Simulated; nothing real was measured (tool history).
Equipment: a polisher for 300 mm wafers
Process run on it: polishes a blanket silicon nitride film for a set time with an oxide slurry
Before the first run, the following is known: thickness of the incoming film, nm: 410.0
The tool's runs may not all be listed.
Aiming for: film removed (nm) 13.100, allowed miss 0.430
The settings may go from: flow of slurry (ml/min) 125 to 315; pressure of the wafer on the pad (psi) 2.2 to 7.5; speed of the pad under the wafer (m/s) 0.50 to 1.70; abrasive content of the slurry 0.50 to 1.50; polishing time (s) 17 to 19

run	hour	flow of slurry (ml/min)	pressure of the wafer on the pad (psi)	speed of the pad under the wafer (m/s)	abrasive content of the slurry	polishing time (s)	film removed (nm)
1	0.0	205	4.8	1.10	1.00	19	18.785
2	7.3	205	4.3	1.10	1.00	19	17.909
3	12.3	205	3.7	1.08	1.00	19	16.185
4	15.4	205	3.7	1.08	1.10	19	16.732
5	18.1	205	3.7	0.90	1.10	19	15.444
6	26.8	205	3.4	0.90	1.10	19	14.672
7	35.6	205	3.2	0.90	1.10	19	14.295
8	44.2	205	3.0	0.90	1.10	19	13.592

Which single option among these 5 for the next run brings every result within its allowed miss of target? Just one does.
A	52.8	210	3.3	0.86	1.05	18	?
B	52.8	200	3.0	1.04	1.20	18	?
C	52.8	205	2.3	1.18	1.15	19	?
D	52.8	200	2.7	0.90	1.50	18	?
E	52.8	305	3.8	0.66	1.15	19	?

move	film removed (nm)
A	12.979
B	14.217
C	13.988
D	13.613
E	14.086
A: in spec on every target
B: the biggest miss grows against the last run
C: the biggest miss grows against the last run
D: no nearer and no further than the last run
E: the biggest miss grows against the last run
A is the move that brings every result within its allowed miss.
